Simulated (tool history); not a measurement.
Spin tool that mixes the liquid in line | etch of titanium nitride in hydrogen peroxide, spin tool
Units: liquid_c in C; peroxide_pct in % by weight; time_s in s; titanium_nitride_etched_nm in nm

Run 1, hour 0: liquid_c 51 C, peroxide_pct 19.5 % by weight, time_s 90 s. Result: titanium_nitride_etched_nm 4.6809 nm.
Run 2, hour 8.7: liquid_c 51 C, peroxide_pct 19.5 % by weight, time_s 70 s. Result: titanium_nitride_etched_nm 3.6163 nm.
Run 3, hour 13.1: liquid_c 47 C, peroxide_pct 19.5 % by weight, time_s 70 s. Result: titanium_nitride_etched_nm 2.7372 nm.
Run 4, hour 21.7: liquid_c 50.5 C, peroxide_pct 19.5 % by weight, time_s 70 s. Result: titanium_nitride_etched_nm 3.4707 nm.
Run 5, hour 22.6: liquid_c 50.5 C, peroxide_pct 19.5 % by weight, time_s 70 s. Result: titanium_nitride_etched_nm 3.4251 nm.
Run 6, hour 28: liquid_c 54 C, peroxide_pct 19.5 % by weight, time_s 70 s. Result: titanium_nitride_etched_nm 4.493 nm.
Run 7, hour 29.2: liquid_c 56.5 C, peroxide_pct 19.5 % by weight, time_s 70 s. Result: titanium_nitride_etched_nm 5.2945 nm.

Forecast run 8:
Run 8, hour 31.8: liquid_c 58.5 C, peroxide_pct 19.5 % by weight, time_s 70 s. Result: titanium_nitride_etched_nm ?.

titanium_nitride_etched_nm: 6.0301 nm
